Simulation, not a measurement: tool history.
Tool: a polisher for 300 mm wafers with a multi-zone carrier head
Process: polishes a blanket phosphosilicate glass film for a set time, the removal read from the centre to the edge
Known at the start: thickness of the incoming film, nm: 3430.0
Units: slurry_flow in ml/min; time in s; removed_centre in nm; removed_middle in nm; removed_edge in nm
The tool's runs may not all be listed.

| run | hour | slurry_flow | centre_zone | middle_zone | edge_zone | slurry_solids | time | removed_centre | removed_middle | removed_edge |
|---|---|---|---|---|---|---|---|---|---|---|
| 1 | 0 | 250 | 1 | 1 | 1 | 1 | 54 | 509.04 | 499.9 | 502.15 |
| 2 | 7.1 | 240 | 0.97 | 0.98 | 0.96 | 0.85 | 49 | 419.42 | 419.81 | 427.58 |
| 3 | 15.2 | 240 | 0.96 | 0.98 | 0.94 | 0.75 | 44 | 359.84 | 359.46 | 358.12 |
| 4 | 19.5 | 240 | 0.96 | 0.98 | 0.94 | 0.75 | 56 | 450.48 | 462.06 | 452.37 |
| 5 | 23.6 | 240 | 1.03 | 0.98 | 0.94 | 0.75 | 56 | 480.51 | 456.2 | 459.29 |
| 6 | 27.2 | 240 | 0.99 | 0.97 | 0.92 | 0.7 | 50 | 400.26 | 397.56 | 392.75 |
| 7 | 29.1 | 235 | 0.97 | 0.95 | 0.9 | 0.65 | 46 | 350.46 | 343.45 | 343.87 |
| 8 | 31.2 | 230 | 0.94 | 0.93 | 0.88 | 0.6 | 44 | 310.53 | 308.51 | 316.72 |
| 9 | 37 | 235 | 0.93 | 0.93 | 0.87 | 0.55 | 42 | 287.35 | 292.79 | 292.55 |
| 10 | 42.6 | 235 | 0.92 | 0.92 | 0.86 | 0.55 | 41 | 277.82 | 285.51 | 280.32 |
| 11 | 49.5 | 230 | 0.91 | 0.9 | 0.85 | 0.55 | 41 | 272.36 | 271.64 | 276.8 |
| 12 | 51.5 | 225 | 0.9 | 0.9 | 0.84 | 0.55 | 41 | 270.37 | 274.65 | 279.58 |
| 13 | 53.6 | 230 | 0.9 | 0.89 | 0.83 | 0.55 | 41 | 270.2 | 272.55 | 275.55 |
| 14 | 61.7 | 230 | 0.89 | 0.89 | 0.83 | 0.55 | 41 | 269.79 | 275.24 | 278.82 |
| 15 | 70.5 | 225 | 0.89 | 0.89 | 0.82 | 0.55 | 41 | 264.03 | 269.55 | 279.4 |
| 16 | 75.5 | 235 | 0.89 | 0.89 | 0.82 | 0.55 | 41 | 268.7 | 275.51 | 278.23 |
| 17 | 81.1 | 225 | 0.89 | 0.89 | 0.82 | 0.55 | 41 | 269.6 | 271.23 | 273.58 |
| 18 | 83.2 | 215 | 0.88 | 0.89 | 0.82 | 0.55 | 41 | 263.57 | 279.31 | 272.78 |

The next listed run, before its measurement:
| 19 | 85.3 | 210 | 0.88 | 0.88 | 0.82 | 0.55 | 41 | ? | ? | ? |

removed_centre: 266.01 nm
removed_middle: 269.61 nm
removed_edge: 276.85 nm
